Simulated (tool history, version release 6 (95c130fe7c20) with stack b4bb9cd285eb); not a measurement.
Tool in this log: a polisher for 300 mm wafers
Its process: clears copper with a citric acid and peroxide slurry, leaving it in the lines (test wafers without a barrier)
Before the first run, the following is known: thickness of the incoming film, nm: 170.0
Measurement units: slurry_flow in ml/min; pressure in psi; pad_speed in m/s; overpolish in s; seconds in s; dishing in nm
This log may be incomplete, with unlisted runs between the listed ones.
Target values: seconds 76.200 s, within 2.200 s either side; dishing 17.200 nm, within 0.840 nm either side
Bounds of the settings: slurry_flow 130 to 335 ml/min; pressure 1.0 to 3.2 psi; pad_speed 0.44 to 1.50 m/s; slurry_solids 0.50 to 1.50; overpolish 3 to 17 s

Run 1, day 0.000: slurry_flow 215 ml/min, pressure 2.1 psi, pad_speed 0.96 m/s, slurry_solids 1.00, overpolish 9 s. Result: seconds 104.920 s, dishing 10.974 nm.
Run 2, day 0.208: slurry_flow 215 ml/min, pressure 2.1 psi, pad_speed 0.96 m/s, slurry_solids 1.15, overpolish 9 s. Result: seconds 100.890 s, dishing 11.301 nm.
Run 3, day 0.442: slurry_flow 220 ml/min, pressure 2.3 psi, pad_speed 0.96 m/s, slurry_solids 1.15, overpolish 9 s. Result: seconds 94.157 s, dishing 11.873 nm.
Run 4, day 0.729: slurry_flow 220 ml/min, pressure 2.3 psi, pad_speed 0.96 m/s, slurry_solids 1.15, overpolish 11 s. Result: seconds 95.427 s, dishing 14.392 nm.
Run 5, day 0.796: slurry_flow 220 ml/min, pressure 2.5 psi, pad_speed 0.96 m/s, slurry_solids 1.15, overpolish 11 s. Result: seconds 88.859 s, dishing 15.158 nm.
Run 6, day 1.150: slurry_flow 220 ml/min, pressure 2.2 psi, pad_speed 0.96 m/s, slurry_solids 1.15, overpolish 11 s. Result: seconds 97.904 s, dishing 13.769 nm.
Run 7, day 1.212: slurry_flow 225 ml/min, pressure 2.4 psi, pad_speed 0.96 m/s, slurry_solids 1.15, overpolish 11 s. Result: seconds 90.321 s, dishing 14.728 nm.
Run 8, day 1.392: slurry_flow 240 ml/min, pressure 2.5 psi, pad_speed 0.96 m/s, slurry_solids 1.15, overpolish 11 s. Result: seconds 86.884 s, dishing 15.498 nm.
Run 9, day 1.496: slurry_flow 250 ml/min, pressure 2.6 psi, pad_speed 0.96 m/s, slurry_solids 1.15, overpolish 11 s. Result: seconds 83.379 s, dishing 16.052 nm.
Run 10, day 1.754: slurry_flow 255 ml/min, pressure 2.7 psi, pad_speed 0.96 m/s, slurry_solids 1.15, overpolish 11 s. Result: seconds 81.100 s, dishing 16.140 nm.
Run 11, day 1.900: slurry_flow 255 ml/min, pressure 2.8 psi, pad_speed 0.96 m/s, slurry_solids 1.15, overpolish 11 s. Result: seconds 79.193 s, dishing 16.824 nm.

Consider the 5 candidate settings below. Which is the only one whose results all fall within their allowed miss of target?
Run A, day 2.046: slurry_flow 260 ml/min, pressure 3.1 psi, pad_speed 0.82 m/s, slurry_solids 1.05, overpolish 10 s. Result: seconds ?, dishing ?.
Run B, day 2.046: slurry_flow 240 ml/min, pressure 2.9 psi, pad_speed 0.98 m/s, slurry_solids 1.15, overpolish 12 s. Result: seconds ?, dishing ?.
Run C, day 2.046: slurry_flow 155 ml/min, pressure 2.3 psi, pad_speed 1.12 m/s, slurry_solids 1.40, overpolish 12 s. Result: seconds ?, dishing ?.
Run D, day 2.046: slurry_flow 205 ml/min, pressure 2.3 psi, pad_speed 1.42 m/s, slurry_solids 1.30, overpolish 10 s. Result: seconds ?, dishing ?.
Run E, day 2.046: slurry_flow 260 ml/min, pressure 2.8 psi, pad_speed 1.18 m/s, slurry_solids 0.80, overpolish 11 s. Result: seconds ?, dishing ?.

move  seconds  dishing
   A   81.180   15.096
   B   75.477   18.700
   C   83.551   17.106
   D   69.559   17.109
   E   74.815   17.505
A: misses by more than the last run did
B: brings the result that was furthest off to its target, and leaves another outside
C: misses by more than the last run did
D: pushes the last run's worst result past its target
E: in spec on every target
E meets every target.

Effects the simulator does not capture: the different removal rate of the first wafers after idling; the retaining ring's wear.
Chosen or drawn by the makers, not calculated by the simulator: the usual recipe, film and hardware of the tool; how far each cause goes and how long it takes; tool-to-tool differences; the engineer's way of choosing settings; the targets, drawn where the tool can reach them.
